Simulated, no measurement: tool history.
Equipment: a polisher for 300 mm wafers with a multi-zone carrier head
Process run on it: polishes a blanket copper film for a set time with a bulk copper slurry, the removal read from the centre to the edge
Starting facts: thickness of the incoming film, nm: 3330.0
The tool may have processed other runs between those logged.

run	hour	flow of slurry (ml/min)	pressure of the head's centre zone	pressure of the head's middle zone	pressure of the head's edge zone	abrasive content of the slurry	polishing time (s)	film removed at the wafer's centre (nm)	film removed at mid-radius (nm)	film removed at the wafer's edge (nm)
1	0.0	195	1.00	1.00	1.00	1.00	73	627.77	628.09	628.30
2	5.1	195	1.00	1.00	1.00	1.20	73	656.73	654.34	625.53
3	10.0	195	1.00	0.93	1.00	1.20	73	644.34	609.45	647.47
4	12.5	190	0.98	0.94	0.96	1.15	71	615.82	595.10	609.09
5	17.5	190	0.98	0.86	0.96	1.15	71	599.08	561.96	605.79
6	19.7	180	0.95	0.88	0.93	1.10	71	584.46	569.73	598.85

For run 7, what comes out?
7	22.2	180	0.93	0.89	0.91	1.05	70	?	?	?

Run 7 measured film removed at the wafer's centre (nm) 562.94, film removed at mid-radius (nm) 558.93, film removed at the wafer's edge (nm) 560.08.
